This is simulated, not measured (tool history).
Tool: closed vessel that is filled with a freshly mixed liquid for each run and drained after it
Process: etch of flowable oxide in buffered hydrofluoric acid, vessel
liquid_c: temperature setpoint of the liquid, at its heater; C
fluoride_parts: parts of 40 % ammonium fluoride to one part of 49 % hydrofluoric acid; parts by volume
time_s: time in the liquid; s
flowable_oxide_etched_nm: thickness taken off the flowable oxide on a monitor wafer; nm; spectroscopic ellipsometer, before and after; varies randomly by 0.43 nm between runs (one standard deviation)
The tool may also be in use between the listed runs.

run,hour,liquid_c,fluoride_parts,time_s,flowable_oxide_etched_nm
1,0,22,15.5,35,92.046
2,6.1,21.5,15.5,35,89.429
3,7.9,21,15.5,35,88.187
4,9.5,20.5,15.5,35,85.281
# hour 18.3: thermometer replaced
5,18.3,22.5,15.5,35,83.844
6,23.4,22.5,11.5,35,113.89
7,27,22,12.5,35,100.87
8,29.1,21.5,13.5,35,91.529
9,31.7,21,14,35,86.299
10,39.4,20.5,14,35,84.337
11,42.3,20,14,35,81.236

Forecast run 12:
12,45.9,19.5,14,35,?

Run 12 came out at flowable_oxide_etched_nm 78.278 nm.
